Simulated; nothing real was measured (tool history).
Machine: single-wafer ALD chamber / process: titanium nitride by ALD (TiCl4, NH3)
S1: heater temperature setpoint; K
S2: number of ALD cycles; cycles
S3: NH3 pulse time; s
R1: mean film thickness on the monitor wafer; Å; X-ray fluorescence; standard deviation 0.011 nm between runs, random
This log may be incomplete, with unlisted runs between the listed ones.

run	hour	S1	S2	S3	R1
1	0	653.15	147	1.41	31.543
2	3	642.15	147	1.41	31.09
3	7	642.15	147	1.57	31.416
4	12.3	642.15	147	1.41	31.117
5	18.2	638.15	147	1.19	30.253
6	20.4	638.15	151	1.19	30.992
7	25.5	637.15	150	1.15	30.776

Run 8, settings as shown, results not yet in. Your forecast:
8	29.8	632.15	147	0.87	?

Run 8 measured R1 28.276 Å.
